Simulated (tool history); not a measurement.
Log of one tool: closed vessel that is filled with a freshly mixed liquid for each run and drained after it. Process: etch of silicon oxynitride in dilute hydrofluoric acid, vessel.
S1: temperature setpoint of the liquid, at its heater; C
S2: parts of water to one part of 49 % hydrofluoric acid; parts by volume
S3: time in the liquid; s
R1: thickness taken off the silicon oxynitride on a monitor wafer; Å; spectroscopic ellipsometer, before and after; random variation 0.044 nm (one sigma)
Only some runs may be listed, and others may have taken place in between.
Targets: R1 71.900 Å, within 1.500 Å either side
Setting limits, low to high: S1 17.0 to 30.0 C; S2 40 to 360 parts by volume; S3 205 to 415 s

Run 1, hour 0.0: S1 22.0 C, S2 200 parts by volume, S3 415 s. Result: R1 90.046 Å.
Run 2, hour 2.1: S1 22.0 C, S2 200 parts by volume, S3 415 s. Result: R1 89.359 Å.
Run 3, hour 11.3: S1 22.0 C, S2 200 parts by volume, S3 205 s. Result: R1 44.385 Å.
Run 4, hour 12.8: S1 22.0 C, S2 200 parts by volume, S3 205 s. Result: R1 44.430 Å.
Run 5, hour 21.0: S1 23.5 C, S2 195 parts by volume, S3 205 s. Result: R1 48.650 Å.
Run 6, hour 28.5: S1 26.0 C, S2 195 parts by volume, S3 205 s. Result: R1 55.261 Å.
Run 7, hour 36.9: S1 26.0 C, S2 185 parts by volume, S3 205 s. Result: R1 58.546 Å.
Run 8, hour 38.5: S1 26.0 C, S2 180 parts by volume, S3 205 s. Result: R1 59.979 Å.
Run 9, hour 41.7: S1 26.0 C, S2 175 parts by volume, S3 205 s. Result: R1 61.970 Å.
Run 10, hour 47.6: S1 26.0 C, S2 170 parts by volume, S3 205 s. Result: R1 63.402 Å.

Exercise: of the 4 proposed moves below, exactly one satisfies all targets within the stated allowed misses. Which move is it?
Run A, hour 53.5: S1 19.0 C, S2 195 parts by volume, S3 395 s. Result: R1 ?.
Run B, hour 53.5: S1 24.0 C, S2 195 parts by volume, S3 310 s. Result: R1 ?.
Run C, hour 53.5: S1 19.5 C, S2 220 parts by volume, S3 415 s. Result: R1 ?.
Run D, hour 53.5: S1 24.5 C, S2 245 parts by volume, S3 390 s. Result: R1 ?.

move      R1
   A  76.655
   B  75.670
   C  71.921
   D  74.643
A: the result that was furthest off in the last run now lies on the other side of its target
B: the result that was furthest off in the last run now lies on the other side of its target
C: in spec on every target
D: the result that was furthest off in the last run now lies on the other side of its target
The move that meets every target is C.
